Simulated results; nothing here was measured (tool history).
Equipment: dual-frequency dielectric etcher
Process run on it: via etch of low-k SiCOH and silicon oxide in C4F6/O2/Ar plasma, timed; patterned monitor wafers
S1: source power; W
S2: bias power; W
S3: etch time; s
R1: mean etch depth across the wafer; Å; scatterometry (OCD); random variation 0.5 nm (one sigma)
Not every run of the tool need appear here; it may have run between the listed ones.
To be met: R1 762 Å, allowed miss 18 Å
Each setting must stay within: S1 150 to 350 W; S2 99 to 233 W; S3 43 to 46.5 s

| run | hour | S1 | S2 | S3 | R1 |
|---|---|---|---|---|---|
| 1 | 0 | 250 | 166 | 46.5 | 945.49 |
| 2 | 7.9 | 250 | 166 | 46.5 | 949.01 |
| 3 | 14.1 | 240 | 161 | 46.5 | 905.89 |
| 4 | 17.4 | 280 | 161 | 46.5 | 983.72 |
| 5 | 20.1 | 270 | 158 | 46.5 | 980.56 |
| 6 | 26.6 | 270 | 129 | 46.5 | 896.08 |
| 7 | 30.5 | 260 | 128 | 46.5 | 884.33 |
| 8 | 32.3 | 250 | 127 | 46.5 | 866.26 |
| 9 | 34.2 | 240 | 126 | 46.5 | 846.8 |
| 10 | 37 | 230 | 125 | 46.5 | 828.5 |
| 11 | 40.6 | 180 | 116 | 46.5 | 711.36 |

Next run, 4 choices. One meets every target within its allowed miss, the rest don't. Which?
| A | 44.2 | 200 | 100 | 45.5 | ? |
| B | 44.2 | 200 | 99 | 43.5 | ? |
| C | 44.2 | 230 | 99 | 44 | ? |
| D | 44.2 | 210 | 118 | 45.5 | ? |

| move | R1 |
|---|---|
| A | 709.41 |
| B | 676.1 |
| C | 735.65 |
| D | 767.09 |
A: roughly where the last run was
B: its largest miss is bigger than the last run's
C: nearer the targets than the last run, but a result is still out of spec
D: in spec on every target
The move that meets every target is D.
